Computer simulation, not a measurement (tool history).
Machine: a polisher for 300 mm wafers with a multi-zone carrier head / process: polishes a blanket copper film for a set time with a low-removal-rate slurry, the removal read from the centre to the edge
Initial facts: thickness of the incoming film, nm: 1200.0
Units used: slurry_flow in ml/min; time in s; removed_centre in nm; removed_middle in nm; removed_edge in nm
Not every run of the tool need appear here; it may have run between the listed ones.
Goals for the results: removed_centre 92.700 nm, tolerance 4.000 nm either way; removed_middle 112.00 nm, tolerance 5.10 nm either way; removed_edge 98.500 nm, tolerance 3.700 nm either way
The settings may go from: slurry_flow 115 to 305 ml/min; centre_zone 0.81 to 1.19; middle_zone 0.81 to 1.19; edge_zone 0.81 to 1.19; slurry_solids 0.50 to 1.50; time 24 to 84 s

run 1 hour=0.0 | slurry_flow=195 centre_zone=1.00 middle_zone=1.00 edge_zone=1.00 slurry_solids=1.00 time=54 | removed_centre=173.200 removed_middle=178.63 removed_edge=182.300
run 2 hour=1.3 | slurry_flow=195 centre_zone=0.99 middle_zone=1.01 edge_zone=0.98 slurry_solids=0.90 time=50 | removed_centre=152.350 removed_middle=165.35 removed_edge=160.420
run 3 hour=6.3 | slurry_flow=195 centre_zone=0.99 middle_zone=1.06 edge_zone=0.98 slurry_solids=0.90 time=50 | removed_centre=155.030 removed_middle=170.91 removed_edge=158.810
run 4 hour=10.4 | slurry_flow=195 centre_zone=1.03 middle_zone=1.06 edge_zone=0.98 slurry_solids=0.90 time=50 | removed_centre=159.980 removed_middle=172.60 removed_edge=158.030
run 5 hour=15.3 | slurry_flow=190 centre_zone=1.01 middle_zone=1.05 edge_zone=0.97 slurry_solids=0.85 time=47 | removed_centre=146.010 removed_middle=154.85 removed_edge=149.810
run 6 hour=15.9 | slurry_flow=195 centre_zone=1.00 middle_zone=1.07 edge_zone=0.96 slurry_solids=0.80 time=44 | removed_centre=136.800 removed_middle=145.99 removed_edge=136.760
run 7 hour=17.8 | slurry_flow=170 centre_zone=0.90 middle_zone=1.08 edge_zone=0.87 slurry_solids=0.55 time=34 | removed_centre=84.593 removed_middle=103.81 removed_edge=93.067
run 8 hour=20.6 | slurry_flow=175 centre_zone=0.90 middle_zone=1.08 edge_zone=0.87 slurry_solids=0.55 time=34 | removed_centre=85.453 removed_middle=103.86 removed_edge=91.126
run 9 hour=29.0 | slurry_flow=180 centre_zone=0.90 middle_zone=1.08 edge_zone=0.88 slurry_solids=0.55 time=34 | removed_centre=86.357 removed_middle=105.62 removed_edge=92.369
run 10 hour=34.6 | slurry_flow=185 centre_zone=0.90 middle_zone=1.08 edge_zone=0.89 slurry_solids=0.55 time=34 | removed_centre=86.299 removed_middle=107.12 removed_edge=93.846
run 11 hour=38.5 | slurry_flow=190 centre_zone=0.91 middle_zone=1.08 edge_zone=0.90 slurry_solids=0.55 time=34 | removed_centre=88.508 removed_middle=108.73 removed_edge=95.172
-- hour=42.1 slurry nozzle cleaned
run 12 hour=42.1 | slurry_flow=200 centre_zone=0.92 middle_zone=1.08 edge_zone=0.92 slurry_solids=0.55 time=34 | removed_centre=97.994 removed_middle=119.20 removed_edge=101.830

Consider the 4 candidate settings below. Which is the only one whose results all fall within their allowed miss of target?
run A hour=45.7 | slurry_flow=280 centre_zone=0.98 middle_zone=1.14 edge_zone=0.94 slurry_solids=0.60 time=31 | removed_centre=? removed_middle=? removed_edge=?
run B hour=45.7 | slurry_flow=155 centre_zone=0.83 middle_zone=1.02 edge_zone=0.94 slurry_solids=0.55 time=37 | removed_centre=? removed_middle=? removed_edge=?
run C hour=45.7 | slurry_flow=180 centre_zone=0.82 middle_zone=1.09 edge_zone=0.93 slurry_solids=0.60 time=36 | removed_centre=? removed_middle=? removed_edge=?
run D hour=45.7 | slurry_flow=170 centre_zone=0.89 middle_zone=1.07 edge_zone=0.86 slurry_solids=0.55 time=34 | removed_centre=? removed_middle=? removed_edge=?

move=A removed_centre=101.720 removed_middle=117.01 removed_edge=100.890
move=B removed_centre=92.798 removed_middle=114.31 removed_edge=111.080
move=C removed_centre=93.772 removed_middle=123.05 removed_edge=111.440
move=D removed_centre=92.790 removed_middle=111.43 removed_edge=99.248
A: the furthest-off result lands on target, but another misses its tolerance
B: the furthest-off result lands on target, but another misses its tolerance
C: moves away from the targets compared with the last run
D: in spec on every target
The move that meets every target is D.

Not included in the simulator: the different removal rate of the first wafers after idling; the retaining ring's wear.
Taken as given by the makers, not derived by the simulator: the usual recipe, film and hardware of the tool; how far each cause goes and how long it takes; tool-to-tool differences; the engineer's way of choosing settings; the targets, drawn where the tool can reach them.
